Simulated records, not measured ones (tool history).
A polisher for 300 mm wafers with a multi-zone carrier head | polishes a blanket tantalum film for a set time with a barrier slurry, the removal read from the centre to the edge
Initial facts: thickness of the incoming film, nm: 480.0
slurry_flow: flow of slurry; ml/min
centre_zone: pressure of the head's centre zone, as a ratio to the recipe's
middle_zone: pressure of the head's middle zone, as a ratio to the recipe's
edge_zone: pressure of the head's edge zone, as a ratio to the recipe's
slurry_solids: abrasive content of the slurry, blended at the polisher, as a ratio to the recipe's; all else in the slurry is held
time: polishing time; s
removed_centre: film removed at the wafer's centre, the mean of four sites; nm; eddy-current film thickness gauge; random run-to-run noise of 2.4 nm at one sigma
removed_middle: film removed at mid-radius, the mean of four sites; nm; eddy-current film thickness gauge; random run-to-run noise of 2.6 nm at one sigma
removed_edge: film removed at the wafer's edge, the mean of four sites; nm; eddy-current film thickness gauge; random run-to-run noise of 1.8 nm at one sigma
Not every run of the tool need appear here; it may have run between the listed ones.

run    day  slurry_flow  centre_zone  middle_zone  edge_zone  slurry_solids  time  removed_centre  removed_middle  removed_edge
  1  0.000          160         1.00         1.00       1.00           1.00    67          201.53          204.23        203.21
  2  0.146          160         1.00         1.00       1.00           1.00    76          229.55          231.98        232.42
  3  0.204          165         1.00         0.98       1.02           1.00    76          228.98          221.71        233.79
  4  0.321          165         1.00         0.98       0.95           1.00    76          228.33          223.69        225.24
  5  0.538          165         1.00         0.98       0.95           1.00    60          179.65          178.81        180.63
  6  0.825          175         1.00         0.98       1.01           1.15    61          197.57          192.50        196.65
  7  1.196          180         0.99         0.97       1.05           1.25    62          202.90          198.32        209.07
  8  1.546          185         0.99         0.97       1.08           1.30    63          207.37          206.34        216.57
  9  1.896          190         1.00         0.96       1.11           1.35    64          216.35          209.76        225.21

Run 10 is up next; what results do you expect?
 10  2.258          195         1.00         0.96       1.13           1.40    64               ?               ?             ?

{"run 10": {"removed_centre": 215.8, "removed_middle": 210.65, "removed_edge": 231.14}}
